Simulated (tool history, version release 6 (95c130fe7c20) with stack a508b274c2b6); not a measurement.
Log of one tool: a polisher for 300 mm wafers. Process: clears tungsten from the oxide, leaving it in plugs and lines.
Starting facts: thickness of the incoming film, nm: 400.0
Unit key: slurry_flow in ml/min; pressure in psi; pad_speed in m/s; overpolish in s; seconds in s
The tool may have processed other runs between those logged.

run,hour,slurry_flow,pressure,pad_speed,slurry_solids,overpolish,seconds
1,0,270,4,1.24,1,9,59.57
2,6.4,270,4.5,1.24,1,9,53.703
3,10.8,270,5,1.24,1,9,48.922
4,12.7,270,5.2,1.28,1,9,45.26
5,13.5,270,5.2,1.28,0.8,9,47.11
6,16.3,270,5.4,1.32,0.8,9,43.895

Run 7, settings as shown, results not yet in. Your forecast:
7,20.5,270,5.6,1.34,0.8,9,?

Run 7 produced seconds 41.892 s.
